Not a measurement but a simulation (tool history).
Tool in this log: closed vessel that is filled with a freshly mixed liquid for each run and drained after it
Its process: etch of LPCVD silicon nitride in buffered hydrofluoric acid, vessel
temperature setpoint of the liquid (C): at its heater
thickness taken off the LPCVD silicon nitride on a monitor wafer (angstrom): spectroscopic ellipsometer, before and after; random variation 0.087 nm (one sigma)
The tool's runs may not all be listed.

run  hour  temperature setpoint of the liquid (C)  parts of 40 % ammonium fluoride to one part of 49 % hydrofluoric acid (parts by volume)  time in the liquid (s)  thickness taken off the LPCVD silicon nitride on a monitor wafer (angstrom)
  1   0.0                                    25.0                                                                                     16.5                    1155                                                                       93.234
  2   1.6                                    26.0                                                                                     16.5                    1155                                                                       98.137
  3   6.4                                    26.5                                                                                     16.5                    1155                                                                      100.160
  4  14.4                                    27.0                                                                                     16.5                    1155                                                                      102.410
  5  23.0                                    27.5                                                                                     16.5                    1155                                                                      107.140
  6  29.3                                    31.0                                                                                     16.5                    1155                                                                      128.030

What will run 7 give?
  7  34.9                                    30.5                                                                                     16.5                    1155                                                                            ?

For run 7 the tool returned thickness taken off the LPCVD silicon nitride on a monitor wafer (angstrom) 123.430.
